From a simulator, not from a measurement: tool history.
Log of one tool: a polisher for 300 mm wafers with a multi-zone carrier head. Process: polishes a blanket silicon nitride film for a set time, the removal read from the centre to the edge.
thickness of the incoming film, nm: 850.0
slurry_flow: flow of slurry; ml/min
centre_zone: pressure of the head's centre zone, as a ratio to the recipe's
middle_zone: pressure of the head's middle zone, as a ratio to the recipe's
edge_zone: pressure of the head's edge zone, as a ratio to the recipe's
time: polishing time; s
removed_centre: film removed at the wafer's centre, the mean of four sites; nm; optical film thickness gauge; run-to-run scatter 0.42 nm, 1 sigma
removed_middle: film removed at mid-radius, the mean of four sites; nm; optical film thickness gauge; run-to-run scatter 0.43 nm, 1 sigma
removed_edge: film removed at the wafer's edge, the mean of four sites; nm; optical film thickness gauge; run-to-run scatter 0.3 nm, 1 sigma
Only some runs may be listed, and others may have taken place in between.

run	hour	slurry_flow	centre_zone	middle_zone	edge_zone	time	removed_centre	removed_middle	removed_edge
1	0	315	1	1	1	30	42.246	41.867	41.517
2	6.4	315	0.99	0.99	0.99	28	38.686	37.641	38.472
3	7.2	315	0.98	0.99	0.97	27	37.273	36.251	36.784
4	10.1	315	0.97	0.99	0.95	26	35.95	36.134	35.617
5	17.7	315	0.97	0.96	0.95	26	35.754	34.75	34.975
6	24.3	375	0.97	0.96	0.95	26	36.637	34.684	35.651
7	27.1	375	0.97	0.96	0.95	26	35.678	34.832	35.571
8	32.8	375	0.96	0.95	0.94	25	34.224	34.483	33.827
9	40.8	375	0.96	0.93	0.94	24	33.534	32.012	33.065
10	47.5	375	0.95	0.93	0.93	24	33.336	31.793	32.194
11	51.7	375	0.93	0.92	0.93	24	32.744	30.788	32.068
12	60.2	375	0.93	0.92	0.93	24	32.683	31.621	32.53
13	65.1	375	0.92	0.92	0.92	24	32.247	30.309	32.913

Run 14 has not been measured yet. What should we expect?
14	66.9	375	0.92	0.93	0.92	23	?	?	?

Logged for run 14: removed_centre 31.49 nm, removed_middle 30.627 nm, removed_edge 31.746 nm.

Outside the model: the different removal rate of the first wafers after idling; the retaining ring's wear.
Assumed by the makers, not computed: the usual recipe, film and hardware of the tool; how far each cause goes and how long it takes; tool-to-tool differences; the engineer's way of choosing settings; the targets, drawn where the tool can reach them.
